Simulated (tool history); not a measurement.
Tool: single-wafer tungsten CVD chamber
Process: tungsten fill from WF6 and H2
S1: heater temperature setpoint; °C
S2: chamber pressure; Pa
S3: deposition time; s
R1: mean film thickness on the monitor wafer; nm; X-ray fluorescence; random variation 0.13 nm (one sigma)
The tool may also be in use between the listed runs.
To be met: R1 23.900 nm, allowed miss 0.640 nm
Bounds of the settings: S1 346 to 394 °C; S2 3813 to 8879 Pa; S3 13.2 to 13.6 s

{"run": 1, "day": 0.0, "S1": 370, "S2": 6346, "S3": 13.2, "R1": 27.195}
{"run": 2, "day": 0.108, "S1": 370, "S2": 6346, "S3": 13.2, "R1": 27.157}
{"run": 3, "day": 0.233, "S1": 369, "S2": 6346, "S3": 13.2, "R1": 26.556}
{"run": 4, "day": 0.562, "S1": 368, "S2": 6346, "S3": 13.2, "R1": 25.86}
{"run": 5, "day": 0.717, "S1": 368, "S2": 7106, "S3": 13.2, "R1": 27.385}
{"run": 6, "day": 0.9, "S1": 367, "S2": 7106, "S3": 13.2, "R1": 26.546}
{"run": 7, "day": 1.225, "S1": 366, "S2": 7106, "S3": 13.2, "R1": 25.753}
{"run": 8, "day": 1.338, "S1": 364, "S2": 7093, "S3": 13.2, "R1": 24.695}

Which of these 5 next moves meets every target?
{"run": "A", "day": 1.45, "S1": 365, "S2": 6893, "S3": 13.5, "R1": "?"}
{"run": "B", "day": 1.45, "S1": 366, "S2": 7439, "S3": 13.2, "R1": "?"}
{"run": "C", "day": 1.45, "S1": 368, "S2": 6319, "S3": 13.2, "R1": "?"}
{"run": "D", "day": 1.45, "S1": 361, "S2": 7253, "S3": 13.5, "R1": "?"}
{"run": "E", "day": 1.45, "S1": 366, "S2": 7079, "S3": 13.4, "R1": "?"}

move=A R1=25.734
move=B R1=26.791
move=C R1=25.900
move=D R1=23.894
move=E R1=26.534
A: further off than the last run
B: further off than the last run
C: further off than the last run
D: meets every target
E: further off than the last run
Answer: D
